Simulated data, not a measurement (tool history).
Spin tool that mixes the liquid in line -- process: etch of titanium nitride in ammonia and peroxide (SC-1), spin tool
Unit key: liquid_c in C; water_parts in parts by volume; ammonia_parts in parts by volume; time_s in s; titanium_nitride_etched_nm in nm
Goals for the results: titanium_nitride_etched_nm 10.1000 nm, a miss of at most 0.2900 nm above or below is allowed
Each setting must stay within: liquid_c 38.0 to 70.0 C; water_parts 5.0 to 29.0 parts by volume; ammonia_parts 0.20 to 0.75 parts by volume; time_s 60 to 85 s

run  hour  liquid_c  water_parts  ammonia_parts  time_s  titanium_nitride_etched_nm
  1   0.0      54.0         16.0           0.45      85                      7.9139
  2   3.9      54.0         16.0           0.35      85                      7.5565
  3  12.6      55.0         16.0           0.35      85                      8.0588
  4  18.1      55.0         13.5           0.35      85                      8.8843
  5  25.3      55.0         16.0           0.35      85                      8.0491
  6  31.8      56.0         16.0           0.35      85                      8.6352
  7  34.9      56.5         16.0           0.35      85                      8.9915
  8  43.4      57.0         16.0           0.35      85                      9.1427
  9  44.1      57.5         16.0           0.35      85                      9.5695

Which one of the following 4 next-run settings gets every result inside its allowed miss? There is exactly one.
  A  44.8      55.5         15.0           0.35      85                           ?
  B  44.8      56.0          9.0           0.55      60                           ?
  C  44.8      58.0         15.5           0.35      85                           ?
  D  44.8      58.5         18.0           0.45      80                           ?

move  titanium_nitride_etched_nm
   A                      8.5919
   B                      8.9298
   C                      9.9730
   D                      9.3609
A: lands further from the targets than the last run did
B: lands further from the targets than the last run did
C: each result inside its tolerance
D: lands further from the targets than the last run did
Go with C: it meets all targets.
